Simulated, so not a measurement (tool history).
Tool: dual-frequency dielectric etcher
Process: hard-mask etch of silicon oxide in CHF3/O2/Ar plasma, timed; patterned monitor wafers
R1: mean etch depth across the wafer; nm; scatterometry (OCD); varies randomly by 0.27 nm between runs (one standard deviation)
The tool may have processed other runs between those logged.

Run 1, hour 0.0: source power (kW) 0.480, bias power (kW) 0.186, etch time (s) 24.5. Result: R1 47.034 nm.
Run 2, hour 3.4: source power (kW) 0.480, bias power (kW) 0.210, etch time (s) 24.5. Result: R1 48.165 nm.
Run 3, hour 10.7: source power (kW) 0.440, bias power (kW) 0.202, etch time (s) 24.5. Result: R1 47.218 nm.
Run 4, hour 19.6: source power (kW) 0.400, bias power (kW) 0.185, etch time (s) 24.5. Result: R1 44.390 nm.
Run 5, hour 28.6: source power (kW) 0.470, bias power (kW) 0.185, etch time (s) 24.5. Result: R1 47.005 nm.
Run 6, hour 33.9: source power (kW) 0.390, bias power (kW) 0.185, etch time (s) 24.5. Result: R1 43.856 nm.
Run 7, hour 42.4: source power (kW) 0.370, bias power (kW) 0.182, etch time (s) 24.5. Result: R1 42.579 nm.

Run 8 is up next; what results do you expect?
Run 8, hour 44.0: source power (kW) 0.360, bias power (kW) 0.180, etch time (s) 24.5. Result: R1 ?.

R1: 42.194 nm
